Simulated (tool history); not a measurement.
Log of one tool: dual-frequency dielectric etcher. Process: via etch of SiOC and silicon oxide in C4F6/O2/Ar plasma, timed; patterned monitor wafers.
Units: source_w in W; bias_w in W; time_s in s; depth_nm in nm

run 1 hour=0 | source_w=400 bias_w=184 time_s=31 | depth_nm=35.706
run 2 hour=8.8 | source_w=380 bias_w=182 time_s=31 | depth_nm=34.875
run 3 hour=9.5 | source_w=380 bias_w=161 time_s=31 | depth_nm=33.334
run 4 hour=11.2 | source_w=430 bias_w=161 time_s=31 | depth_nm=34.892
run 5 hour=14.6 | source_w=420 bias_w=159 time_s=31 | depth_nm=34.185
run 6 hour=15.4 | source_w=410 bias_w=158 time_s=31 | depth_nm=33.941
run 7 hour=18 | source_w=400 bias_w=157 time_s=31 | depth_nm=33.705
run 8 hour=24.5 | source_w=390 bias_w=156 time_s=31 | depth_nm=33.529
run 9 hour=32.8 | source_w=380 bias_w=154 time_s=31 | depth_nm=32.835

The next listed run, before its measurement:
run 10 hour=37 | source_w=380 bias_w=154 time_s=31 | depth_nm=?

{"run 10": {"depth_nm": 32.665}}
